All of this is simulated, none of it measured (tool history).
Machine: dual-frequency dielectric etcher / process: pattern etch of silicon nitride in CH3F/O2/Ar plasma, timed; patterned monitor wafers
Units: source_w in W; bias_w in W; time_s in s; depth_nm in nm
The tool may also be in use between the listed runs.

Run 1, day 0: source_w 510 W, bias_w 56 W, time_s 31 s. Result: depth_nm 21.151 nm.
Run 2, day 0.096: source_w 510 W, bias_w 56 W, time_s 28.5 s. Result: depth_nm 19.499 nm.
Run 3, day 0.292: source_w 540 W, bias_w 59 W, time_s 28.5 s. Result: depth_nm 20.357 nm.
Run 4, day 0.588: source_w 570 W, bias_w 62 W, time_s 29 s. Result: depth_nm 21.772 nm.
Run 5, day 0.896: source_w 570 W, bias_w 72 W, time_s 29 s. Result: depth_nm 23.394 nm.
Run 6, day 1.042: source_w 580 W, bias_w 72 W, time_s 29 s. Result: depth_nm 23.368 nm.
Run 7, day 1.212: source_w 590 W, bias_w 72 W, time_s 29 s. Result: depth_nm 23.796 nm.

Estimate the outcome of run 8 from the log above:
Run 8, day 1.329: source_w 600 W, bias_w 72 W, time_s 29 s. Result: depth_nm ?.

Run 8 produced depth_nm 23.77 nm.
